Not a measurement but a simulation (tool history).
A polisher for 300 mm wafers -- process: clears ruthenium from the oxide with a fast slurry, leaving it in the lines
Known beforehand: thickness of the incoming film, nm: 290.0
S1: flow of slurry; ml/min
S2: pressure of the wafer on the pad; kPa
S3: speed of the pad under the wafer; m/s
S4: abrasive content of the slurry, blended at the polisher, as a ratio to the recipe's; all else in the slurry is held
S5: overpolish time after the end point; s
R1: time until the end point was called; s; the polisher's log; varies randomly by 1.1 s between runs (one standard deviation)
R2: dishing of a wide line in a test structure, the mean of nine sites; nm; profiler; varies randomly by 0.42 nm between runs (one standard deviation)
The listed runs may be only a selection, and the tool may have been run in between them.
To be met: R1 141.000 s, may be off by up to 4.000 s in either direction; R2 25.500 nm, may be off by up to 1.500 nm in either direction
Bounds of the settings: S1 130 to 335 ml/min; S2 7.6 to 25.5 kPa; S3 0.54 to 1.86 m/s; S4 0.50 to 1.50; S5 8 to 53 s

run 1 hour=0.0 | S1=215 S2=16.5 S3=1.18 S4=1.00 S5=27 | R1=73.951 R2=78.317
run 2 hour=2.2 | S1=220 S2=14.5 S3=1.14 S4=1.00 S5=23 | R1=86.111 R2=60.734
run 3 hour=9.8 | S1=220 S2=14.5 S3=1.14 S4=1.00 S5=28 | R1=85.462 R2=70.459
run 4 hour=18.2 | S1=225 S2=13.1 S3=1.10 S4=1.00 S5=24 | R1=96.820 R2=54.700
run 5 hour=22.7 | S1=225 S2=13.1 S3=0.84 S4=1.00 S5=24 | R1=114.820 R2=46.101
run 6 hour=25.2 | S1=225 S2=13.1 S3=0.84 S4=1.00 S5=13 | R1=114.970 R2=27.365
run 7 hour=28.6 | S1=220 S2=12.4 S3=0.84 S4=1.00 S5=13 | R1=123.540 R2=25.388
run 8 hour=33.4 | S1=205 S2=12.4 S3=0.84 S4=1.00 S5=14 | R1=121.740 R2=27.493
run 9 hour=39.8 | S1=215 S2=9.7 S3=0.84 S4=1.00 S5=16 | R1=154.520 R2=23.928
run 10 hour=47.9 | S1=220 S2=9.7 S3=0.84 S4=1.00 S5=16 | R1=154.430 R2=25.438
run 11 hour=49.8 | S1=225 S2=9.7 S3=0.84 S4=1.00 S5=16 | R1=153.890 R2=24.349
run 12 hour=56.0 | S1=255 S2=11.0 S3=0.84 S4=1.00 S5=16 | R1=135.230 R2=28.466
run 13 hour=61.2 | S1=250 S2=11.0 S3=0.84 S4=1.00 S5=16 | R1=133.810 R2=27.933
run 14 hour=69.8 | S1=245 S2=11.0 S3=0.84 S4=1.00 S5=16 | R1=133.630 R2=27.262
run 15 hour=72.7 | S1=240 S2=11.0 S3=0.84 S4=1.00 S5=16 | R1=135.120 R2=28.472
run 16 hour=80.2 | S1=235 S2=11.0 S3=0.84 S4=1.00 S5=16 | R1=134.600 R2=28.106
run 17 hour=87.0 | S1=230 S2=11.0 S3=0.84 S4=1.00 S5=16 | R1=135.520 R2=28.088
run 18 hour=89.4 | S1=225 S2=11.0 S3=0.84 S4=1.00 S5=16 | R1=134.380 R2=27.518
run 19 hour=96.8 | S1=225 S2=11.0 S3=0.84 S4=1.00 S5=16 | R1=136.460 R2=27.908
run 20 hour=101.1 | S1=210 S2=10.3 S3=0.84 S4=1.00 S5=14 | R1=144.340 R2=23.033
run 21 hour=104.1 | S1=215 S2=10.3 S3=0.84 S4=1.00 S5=14 | R1=144.110 R2=23.847

Exercise: of the 5 proposed moves below, exactly one satisfies all targets within the stated allowed misses. Which move is it?
run A hour=107.1 | S1=230 S2=11.7 S3=0.68 S4=0.90 S5=15 | R1=? R2=?
run B hour=107.1 | S1=190 S2=11.0 S3=0.72 S4=1.00 S5=16 | R1=? R2=?
run C hour=107.1 | S1=250 S2=11.7 S3=0.80 S4=0.75 S5=12 | R1=? R2=?
run D hour=107.1 | S1=215 S2=13.8 S3=0.74 S4=0.55 S5=14 | R1=? R2=?
run E hour=107.1 | S1=170 S2=8.3 S3=1.10 S4=1.25 S5=15 | R1=? R2=?

move=A R1=151.670 R2=23.247
move=B R1=152.440 R2=24.597
move=C R1=145.610 R2=19.531
move=D R1=145.950 R2=22.581
move=E R1=144.120 R2=24.402
A: moves away from the targets compared with the last run
B: puts the biggest miss on target and leaves a different result outside tolerance
C: moves away from the targets compared with the last run
D: moves away from the targets compared with the last run
E: all results land within tolerance of their targets
So the answer is move E, the one that meets all the targets.
